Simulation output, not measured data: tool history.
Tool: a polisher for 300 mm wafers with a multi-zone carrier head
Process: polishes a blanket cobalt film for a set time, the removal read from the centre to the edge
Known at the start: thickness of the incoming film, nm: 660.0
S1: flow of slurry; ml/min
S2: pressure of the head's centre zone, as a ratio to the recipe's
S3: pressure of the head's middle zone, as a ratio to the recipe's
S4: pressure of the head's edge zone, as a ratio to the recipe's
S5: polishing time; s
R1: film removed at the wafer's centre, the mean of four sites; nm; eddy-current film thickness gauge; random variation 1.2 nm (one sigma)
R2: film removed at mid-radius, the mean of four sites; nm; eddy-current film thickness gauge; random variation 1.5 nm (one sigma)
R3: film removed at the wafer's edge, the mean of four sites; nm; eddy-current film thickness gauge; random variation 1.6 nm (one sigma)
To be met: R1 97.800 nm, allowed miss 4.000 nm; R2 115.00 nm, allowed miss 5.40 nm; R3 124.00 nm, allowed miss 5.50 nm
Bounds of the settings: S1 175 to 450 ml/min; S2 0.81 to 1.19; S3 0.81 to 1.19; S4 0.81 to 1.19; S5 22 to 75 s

Run 1, hour 0.0: S1 290 ml/min, S2 1.00, S3 1.00, S4 1.00, S5 48 s. Result: R1 196.550 nm, R2 197.49 nm, R3 198.37 nm.
Run 2, hour 3.3: S1 290 ml/min, S2 1.00, S3 1.00, S4 0.96, S5 48 s. Result: R1 195.190 nm, R2 197.30 nm, R3 196.19 nm.
Run 3, hour 11.7: S1 290 ml/min, S2 1.00, S3 0.97, S4 0.96, S5 48 s. Result: R1 199.560 nm, R2 193.66 nm, R3 195.03 nm.
Run 4, hour 16.9: S1 290 ml/min, S2 1.00, S3 0.94, S4 0.96, S5 48 s. Result: R1 194.150 nm, R2 188.56 nm, R3 194.67 nm.
Run 5, hour 23.7: S1 290 ml/min, S2 1.00, S3 0.94, S4 0.96, S5 40 s. Result: R1 168.380 nm, R2 155.65 nm, R3 160.43 nm.
Run 6, hour 28.1: S1 290 ml/min, S2 1.00, S3 0.99, S4 0.96, S5 40 s. Result: R1 167.640 nm, R2 161.26 nm, R3 164.56 nm.
Run 7, hour 35.2: S1 250 ml/min, S2 0.90, S3 0.98, S4 1.06, S5 26 s. Result: R1 93.932 nm, R2 102.52 nm, R3 110.19 nm.
Run 8, hour 37.2: S1 305 ml/min, S2 0.86, S3 1.03, S4 1.15, S5 31 s. Result: R1 111.160 nm, R2 130.79 nm, R3 137.29 nm.
Run 9, hour 42.1: S1 290 ml/min, S2 0.86, S3 1.03, S4 1.14, S5 31 s. Result: R1 111.220 nm, R2 130.40 nm, R3 136.82 nm.
Run 10, hour 46.9: S1 280 ml/min, S2 0.86, S3 1.02, S4 1.13, S5 31 s. Result: R1 109.440 nm, R2 129.64 nm, R3 134.09 nm.
Run 11, hour 52.1: S1 270 ml/min, S2 0.86, S3 1.01, S4 1.13, S5 31 s. Result: R1 109.400 nm, R2 126.97 nm, R3 134.57 nm.
Run 12, hour 61.1: S1 265 ml/min, S2 0.85, S3 1.00, S4 1.12, S5 31 s. Result: R1 108.120 nm, R2 125.83 nm, R3 134.55 nm.
Run 13, hour 65.2: S1 260 ml/min, S2 0.85, S3 1.00, S4 1.11, S5 31 s. Result: R1 106.430 nm, R2 125.89 nm, R3 131.57 nm.
Run 14, hour 71.0: S1 255 ml/min, S2 0.85, S3 0.99, S4 1.11, S5 31 s. Result: R1 108.000 nm, R2 122.69 nm, R3 136.90 nm.
Run 15, hour 72.5: S1 255 ml/min, S2 0.85, S3 0.99, S4 1.10, S5 31 s. Result: R1 104.560 nm, R2 126.71 nm, R3 131.62 nm.
Run 16, hour 81.1: S1 255 ml/min, S2 0.85, S3 0.99, S4 1.10, S5 31 s. Result: R1 107.150 nm, R2 124.28 nm, R3 133.12 nm.
Run 17, hour 87.9: S1 250 ml/min, S2 0.85, S3 0.99, S4 1.10, S5 31 s. Result: R1 107.940 nm, R2 123.63 nm, R3 132.99 nm.

4 next moves are on the table. One of them brings every result within its allowed miss. Which?
Run A, hour 94.7: S1 235 ml/min, S2 0.83, S3 1.07, S4 1.09, S5 29 s. Result: R1 ?, R2 ?, R3 ?.
Run B, hour 94.7: S1 255 ml/min, S2 0.82, S3 0.94, S4 1.19, S5 32 s. Result: R1 ?, R2 ?, R3 ?.
Run C, hour 94.7: S1 240 ml/min, S2 0.82, S3 1.13, S4 1.07, S5 30 s. Result: R1 ?, R2 ?, R3 ?.
Run D, hour 94.7: S1 325 ml/min, S2 0.84, S3 1.01, S4 1.14, S5 28 s. Result: R1 ?, R2 ?, R3 ?.

move       R1      R2      R3
   A   95.765  122.34  120.98
   B  105.590  122.34  141.07
   C   98.238  133.02  124.17
   D   97.571  116.84  123.11
A: brings the result that was furthest off to its target, and leaves another outside
B: further off than the last run
C: brings the result that was furthest off to its target, and leaves another outside
D: meets every target
The right move is D.
